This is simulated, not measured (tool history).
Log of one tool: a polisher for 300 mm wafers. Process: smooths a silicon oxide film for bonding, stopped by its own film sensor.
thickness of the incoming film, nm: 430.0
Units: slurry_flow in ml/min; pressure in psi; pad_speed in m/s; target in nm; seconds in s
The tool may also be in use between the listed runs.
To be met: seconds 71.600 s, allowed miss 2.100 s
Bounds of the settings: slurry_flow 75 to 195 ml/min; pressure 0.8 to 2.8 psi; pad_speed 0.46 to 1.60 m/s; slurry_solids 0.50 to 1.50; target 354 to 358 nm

Run 1, hour 0.0: slurry_flow 125 ml/min, pressure 1.8 psi, pad_speed 1.02 m/s, slurry_solids 1.00, target 358 nm. Result: seconds 97.282 s.
Run 2, hour 6.9: slurry_flow 155 ml/min, pressure 1.8 psi, pad_speed 1.02 m/s, slurry_solids 1.00, target 358 nm. Result: seconds 93.364 s.
Run 3, hour 14.4: slurry_flow 155 ml/min, pressure 1.8 psi, pad_speed 1.02 m/s, slurry_solids 1.00, target 358 nm. Result: seconds 93.786 s.
Run 4, hour 15.6: slurry_flow 160 ml/min, pressure 1.9 psi, pad_speed 1.02 m/s, slurry_solids 1.00, target 358 nm. Result: seconds 89.562 s.
Run 5, hour 19.9: slurry_flow 185 ml/min, pressure 1.9 psi, pad_speed 1.02 m/s, slurry_solids 1.00, target 358 nm. Result: seconds 87.012 s.
Run 6, hour 26.8: slurry_flow 185 ml/min, pressure 2.0 psi, pad_speed 1.02 m/s, slurry_solids 1.00, target 358 nm. Result: seconds 84.791 s.
Run 7, hour 31.2: slurry_flow 185 ml/min, pressure 2.1 psi, pad_speed 1.02 m/s, slurry_solids 1.00, target 358 nm. Result: seconds 79.884 s.
Run 8, hour 32.7: slurry_flow 185 ml/min, pressure 2.2 psi, pad_speed 1.02 m/s, slurry_solids 1.00, target 358 nm. Result: seconds 77.801 s.
Run 9, hour 38.6: slurry_flow 185 ml/min, pressure 2.3 psi, pad_speed 1.02 m/s, slurry_solids 1.00, target 358 nm. Result: seconds 74.094 s.

4 next moves are on the table. One of them brings every result within its allowed miss. Which?
Run A, hour 44.5: slurry_flow 190 ml/min, pressure 2.2 psi, pad_speed 1.14 m/s, slurry_solids 1.05, target 356 nm. Result: seconds ?.
Run B, hour 44.5: slurry_flow 180 ml/min, pressure 2.2 psi, pad_speed 1.00 m/s, slurry_solids 1.00, target 358 nm. Result: seconds ?.
Run C, hour 44.5: slurry_flow 155 ml/min, pressure 2.3 psi, pad_speed 1.04 m/s, slurry_solids 1.00, target 357 nm. Result: seconds ?.
Run D, hour 44.5: slurry_flow 190 ml/min, pressure 2.5 psi, pad_speed 0.90 m/s, slurry_solids 1.05, target 355 nm. Result: seconds ?.

move  seconds
   A   72.281
   B   79.743
   C   77.249
   D   79.570
A: meets every target
B: further off than the last run
C: further off than the last run
D: further off than the last run
Answer: A

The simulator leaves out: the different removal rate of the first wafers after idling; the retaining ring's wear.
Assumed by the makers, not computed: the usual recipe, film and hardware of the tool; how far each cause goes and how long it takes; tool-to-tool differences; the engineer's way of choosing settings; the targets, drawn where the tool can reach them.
